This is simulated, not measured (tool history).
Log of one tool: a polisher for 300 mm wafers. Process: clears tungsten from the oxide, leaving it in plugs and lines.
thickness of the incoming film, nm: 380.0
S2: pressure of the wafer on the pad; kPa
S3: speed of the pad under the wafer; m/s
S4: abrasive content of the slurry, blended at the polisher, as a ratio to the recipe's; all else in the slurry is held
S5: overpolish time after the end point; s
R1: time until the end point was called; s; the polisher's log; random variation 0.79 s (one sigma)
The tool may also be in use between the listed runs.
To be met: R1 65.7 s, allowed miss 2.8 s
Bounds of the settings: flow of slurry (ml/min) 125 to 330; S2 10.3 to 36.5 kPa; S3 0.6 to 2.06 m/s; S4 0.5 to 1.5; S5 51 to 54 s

{"run": 1, "hour": 0.0, "flow of slurry (ml/min)": 210, "S2": 23.4, "S3": 1.32, "S4": 1, "S5": 51, "R1": 87.86}
{"run": 2, "hour": 7.1, "flow of slurry (ml/min)": 210, "S2": 24.1, "S3": 1.32, "S4": 1, "S5": 51, "R1": 84.779}
{"run": 3, "hour": 11.3, "flow of slurry (ml/min)": 210, "S2": 24.1, "S3": 1.16, "S4": 1, "S5": 51, "R1": 96.661}
{"run": 4, "hour": 20.0, "flow of slurry (ml/min)": 210, "S2": 25.5, "S3": 1.16, "S4": 1, "S5": 51, "R1": 89.203}
{"run": 5, "hour": 23.6, "flow of slurry (ml/min)": 210, "S2": 26.2, "S3": 1.16, "S4": 1, "S5": 51, "R1": 87.862}
{"run": 6, "hour": 26.0, "flow of slurry (ml/min)": 210, "S2": 29, "S3": 1.16, "S4": 1, "S5": 51, "R1": 80.974}
{"run": 7, "hour": 27.6, "flow of slurry (ml/min)": 210, "S2": 29.6, "S3": 1.16, "S4": 1, "S5": 51, "R1": 78.895}
{"run": 8, "hour": 34.9, "flow of slurry (ml/min)": 210, "S2": 29.6, "S3": 1.16, "S4": 1, "S5": 51, "R1": 78.449}
{"hour": 42.8, "done": "slurry nozzle cleaned"}
{"run": 9, "hour": 42.8, "flow of slurry (ml/min)": 210, "S2": 30.3, "S3": 1.16, "S4": 1, "S5": 51, "R1": 73.903}
{"run": 10, "hour": 44.3, "flow of slurry (ml/min)": 210, "S2": 31, "S3": 1.16, "S4": 1, "S5": 51, "R1": 72.455}
{"run": 11, "hour": 46.8, "flow of slurry (ml/min)": 210, "S2": 31, "S3": 1.16, "S4": 1, "S5": 51, "R1": 71.83}

4 next moves are on the table. One of them brings every result within its allowed miss. Which?
{"run": "A", "hour": 49.3, "flow of slurry (ml/min)": 230, "S2": 35.9, "S3": 1.16, "S4": 1.05, "S5": 51, "R1": "?"}
{"run": "B", "hour": 49.3, "flow of slurry (ml/min)": 215, "S2": 36.5, "S3": 1.08, "S4": 1, "S5": 51, "R1": "?"}
{"run": "C", "hour": 49.3, "flow of slurry (ml/min)": 220, "S2": 32.4, "S3": 1.32, "S4": 1.05, "S5": 51, "R1": "?"}
{"run": "D", "hour": 49.3, "flow of slurry (ml/min)": 225, "S2": 24.1, "S3": 1.32, "S4": 0.95, "S5": 51, "R1": "?"}

move=A R1=61.208
move=B R1=65.578
move=C R1=59.878
move=D R1=81.691
A: takes the result that was furthest off past its target
B: meets every target
C: takes the result that was furthest off past its target
D: further off than the last run
Answer: B
